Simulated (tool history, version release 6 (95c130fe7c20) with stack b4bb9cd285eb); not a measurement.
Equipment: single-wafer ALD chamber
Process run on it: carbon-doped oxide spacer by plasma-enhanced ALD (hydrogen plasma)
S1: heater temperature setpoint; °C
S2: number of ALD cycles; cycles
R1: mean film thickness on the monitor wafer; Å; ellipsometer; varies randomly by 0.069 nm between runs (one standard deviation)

Run 1, hour 0.0: S1 415 °C, S2 185 cycles. Result: R1 94.794 Å.
Run 2, hour 1.6: S1 415 °C, S2 165 cycles. Result: R1 83.683 Å.
Run 3, hour 9.7: S1 421 °C, S2 165 cycles. Result: R1 83.446 Å.
Run 4, hour 16.7: S1 431 °C, S2 165 cycles. Result: R1 80.701 Å.
Run 5, hour 21.6: S1 427 °C, S2 165 cycles. Result: R1 81.212 Å.
Run 6, hour 26.5: S1 427 °C, S2 154 cycles. Result: R1 75.264 Å.
Run 7, hour 30.8: S1 427 °C, S2 154 cycles. Result: R1 75.431 Å.
Run 8, hour 35.0: S1 425 °C, S2 167 cycles. Result: R1 82.971 Å.
Run 9, hour 42.5: S1 424 °C, S2 177 cycles. Result: R1 88.432 Å.

Run 10 comes next. What will it give?
Run 10, hour 49.8: S1 423 °C, S2 186 cycles. Result: R1 ?.

R1: 92.902 Å
